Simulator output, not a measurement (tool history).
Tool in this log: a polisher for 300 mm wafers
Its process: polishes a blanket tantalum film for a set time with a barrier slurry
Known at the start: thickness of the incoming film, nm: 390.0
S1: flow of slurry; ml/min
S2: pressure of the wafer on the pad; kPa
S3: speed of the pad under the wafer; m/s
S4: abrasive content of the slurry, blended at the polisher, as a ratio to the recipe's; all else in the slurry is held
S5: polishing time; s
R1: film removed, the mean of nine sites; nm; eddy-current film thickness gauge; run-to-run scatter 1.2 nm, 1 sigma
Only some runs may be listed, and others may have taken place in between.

run  hour   S1    S2    S3   S4  S5      R1
  1   0.0  300  16.5  0.86  1.0  40  61.389
  2   4.5  340  16.5  0.86  1.0  40  62.065
  3  11.0  340  17.9  0.86  1.0  40  67.130
  4  13.6  340  17.9  0.78  1.0  40  63.387
  5  21.7  380  17.9  0.78  1.0  40  61.187
  6  27.2  335  17.9  0.78  1.0  40  62.915

Predict the results of run 7:
  7  35.3  335  18.6  0.78  1.0  40   ?

{"run 7": {"R1": 63.503}}

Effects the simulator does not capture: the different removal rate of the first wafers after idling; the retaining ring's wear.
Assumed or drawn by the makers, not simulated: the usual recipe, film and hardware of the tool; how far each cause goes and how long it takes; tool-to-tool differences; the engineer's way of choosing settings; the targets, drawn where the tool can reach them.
